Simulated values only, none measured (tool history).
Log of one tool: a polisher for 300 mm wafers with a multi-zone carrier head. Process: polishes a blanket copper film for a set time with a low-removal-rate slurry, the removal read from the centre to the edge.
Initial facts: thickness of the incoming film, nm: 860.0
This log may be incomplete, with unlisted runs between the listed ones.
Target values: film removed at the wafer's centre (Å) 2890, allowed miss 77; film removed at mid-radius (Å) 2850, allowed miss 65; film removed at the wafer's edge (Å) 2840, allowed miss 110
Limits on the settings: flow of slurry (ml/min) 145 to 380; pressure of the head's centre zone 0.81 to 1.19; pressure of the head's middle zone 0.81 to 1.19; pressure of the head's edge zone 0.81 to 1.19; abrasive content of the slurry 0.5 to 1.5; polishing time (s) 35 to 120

run	day	flow of slurry (ml/min)	pressure of the head's centre zone	pressure of the head's middle zone	pressure of the head's edge zone	abrasive content of the slurry	polishing time (s)	film removed at the wafer's centre (Å)	film removed at mid-radius (Å)	film removed at the wafer's edge (Å)
1	0	245	1	1	1	1	77	2338.6	2373	2354.5
2	0.1	300	1	1	1	1	77	2360.4	2398.3	2255.5
3	0.125	300	1	1	1.06	1	77	2359.8	2398.8	2401.2
4	0.296	290	1.05	1.04	1.1	1.1	77	2567.4	2551.6	2459.4
5	0.404	270	1.06	1.05	1.13	1.2	78	2677.3	2620.1	2563.3
6	0.712	270	1.06	1.05	1.13	1.2	66	2258	2240.3	2190.5
7	0.938	245	1.06	1.06	1.14	1.3	71	2471.8	2413.6	2380
8	1.258	235	1.05	1.07	1.15	1.35	74	2539.4	2553.4	2524.6
9	1.5	235	1.06	1.07	1.16	1.4	76	2618.3	2646.1	2606.2
10	1.604	245	1.07	1.07	1.17	1.45	77	2744.1	2718.6	2653.6
11	1.717	240	1.07	1.07	1.18	1.45	78	2747.1	2716.8	2745.6
12	1.767	250	1.08	1.07	1.18	1.45	78	2815.9	2764.6	2697.5

Consider the 4 candidate settings below. Which is the only one whose results all fall within their allowed miss of target?
A	1.817	145	1.07	1.06	1.11	1.5	86	?	?	?
B	1.817	295	1.12	1.09	1.09	1.25	74	?	?	?
C	1.817	160	1.07	0.96	1.1	1.35	87	?	?	?
D	1.817	345	1.13	1.07	1.12	1.5	72	?	?	?

move	film removed at the wafer's centre (Å)	film removed at mid-radius (Å)	film removed at the wafer's edge (Å)
A	2843.3	2837.1	2769.8
B	2663.8	2576.7	2389.5
C	2842.3	2606.4	2749.5
D	2763	2603.8	2480.9
A: meets every target
B: misses by more than the last run did
C: misses by more than the last run did
D: misses by more than the last run did
Go with A: it meets all targets.

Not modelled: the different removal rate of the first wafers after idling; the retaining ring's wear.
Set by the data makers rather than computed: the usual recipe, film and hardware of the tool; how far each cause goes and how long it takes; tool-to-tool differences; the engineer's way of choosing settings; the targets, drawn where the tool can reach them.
